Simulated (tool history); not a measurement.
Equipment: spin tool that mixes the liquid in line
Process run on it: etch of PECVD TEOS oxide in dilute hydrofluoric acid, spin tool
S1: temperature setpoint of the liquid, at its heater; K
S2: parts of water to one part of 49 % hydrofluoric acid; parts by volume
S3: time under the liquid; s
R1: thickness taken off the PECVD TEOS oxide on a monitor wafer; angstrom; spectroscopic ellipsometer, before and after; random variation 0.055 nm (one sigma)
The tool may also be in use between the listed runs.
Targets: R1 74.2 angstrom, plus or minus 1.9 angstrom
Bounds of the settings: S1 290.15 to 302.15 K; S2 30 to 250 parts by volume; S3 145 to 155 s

run  hour      S1   S2   S3      R1
  1     0  294.15  140  145  143.76
  2   6.8  293.65  145  145  133.69
  3  12.2  290.65  145  145  119.63
  4  20.4  290.15  145  145  116.02
  5  21.1  290.15  120  145   146.5
  6  28.5  290.15  130  145  131.32
  7  35.6  290.15  135  145  128.47
  8  41.3  290.15  140  145  120.43
  9  42.3  290.15  145  145  117.75
 10    43  290.15  200  145   81.49

5 candidate next runs follow, results not yet known. Just one meets every target within its allowed miss. Identify it.
  A  43.7  291.15  210  145   ?
  B  43.7  290.15  240  155   ?
  C  43.7  290.65  210  145   ?
  D  43.7  291.15  220  145   ?
  E  43.7  293.65  245  155   ?

move      R1
   A  78.509
   B  68.726
   C  76.979
   D  74.252
   E  76.611
A: nearer than the last run, and not there yet
B: the result that was furthest off in the last run now lies on the other side of its target
C: nearer than the last run, and not there yet
D: hits every target within its allowed miss
E: nearer than the last run, and not there yet
D meets every target.
